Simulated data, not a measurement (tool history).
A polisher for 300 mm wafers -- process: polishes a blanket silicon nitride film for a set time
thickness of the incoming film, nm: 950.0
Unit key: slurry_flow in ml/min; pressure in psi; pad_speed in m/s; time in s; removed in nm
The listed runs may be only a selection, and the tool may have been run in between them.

run 1 hour=0 | slurry_flow=190 pressure=4 pad_speed=1.1 time=47 | removed=117.56
run 2 hour=5.3 | slurry_flow=190 pressure=4 pad_speed=1.1 time=47 | removed=113.34
run 3 hour=8.7 | slurry_flow=190 pressure=3.6 pad_speed=1.06 time=47 | removed=102.11
run 4 hour=9.3 | slurry_flow=190 pressure=3.6 pad_speed=1.06 time=47 | removed=105.96
run 5 hour=17.5 | slurry_flow=190 pressure=4.4 pad_speed=1.06 time=47 | removed=127.37
run 6 hour=20.2 | slurry_flow=190 pressure=4.4 pad_speed=0.92 time=47 | removed=110.93
run 7 hour=24.6 | slurry_flow=190 pressure=4 pad_speed=0.9 time=47 | removed=99.543
run 8 hour=28.1 | slurry_flow=190 pressure=3.6 pad_speed=0.88 time=47 | removed=87.868
run 9 hour=34.5 | slurry_flow=190 pressure=3.3 pad_speed=0.88 time=47 | removed=81.376
run 10 hour=40.1 | slurry_flow=190 pressure=3 pad_speed=0.88 time=47 | removed=75.31
run 11 hour=46.8 | slurry_flow=190 pressure=2.8 pad_speed=0.88 time=47 | removed=70.534

For run 12, what comes out?
run 12 hour=52.5 | slurry_flow=190 pressure=2.6 pad_speed=0.88 time=47 | removed=?

removed: 65.93 nm
